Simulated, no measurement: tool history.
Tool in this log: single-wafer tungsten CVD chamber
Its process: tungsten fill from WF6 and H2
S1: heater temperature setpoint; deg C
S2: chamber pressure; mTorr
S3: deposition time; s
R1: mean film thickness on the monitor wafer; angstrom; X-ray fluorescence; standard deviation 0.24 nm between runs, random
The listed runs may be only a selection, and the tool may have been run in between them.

| run | hour | S1 | S2 | S3 | R1 |
|---|---|---|---|---|---|
| 1 | 0 | 385 | 52000 | 22.7 | 644.23 |
| 2 | 6.9 | 385 | 55300 | 22.7 | 656.85 |
| 3 | 7.7 | 385 | 47100 | 22.7 | 630.21 |
| 4 | 8.7 | 385 | 50500 | 22.7 | 639.86 |
|  | 10.2 | capacitance manometer re-zeroed and calibrated |
| 5 | 10.2 | 385 | 44400 | 22.7 | 624.06 |
| 6 | 18.8 | 387 | 44500 | 22.7 | 658.46 |

What will run 7 give?
| 7 | 23.7 | 388 | 44600 | 22.7 | ? |

{"run 7": {"R1": 672.98}}
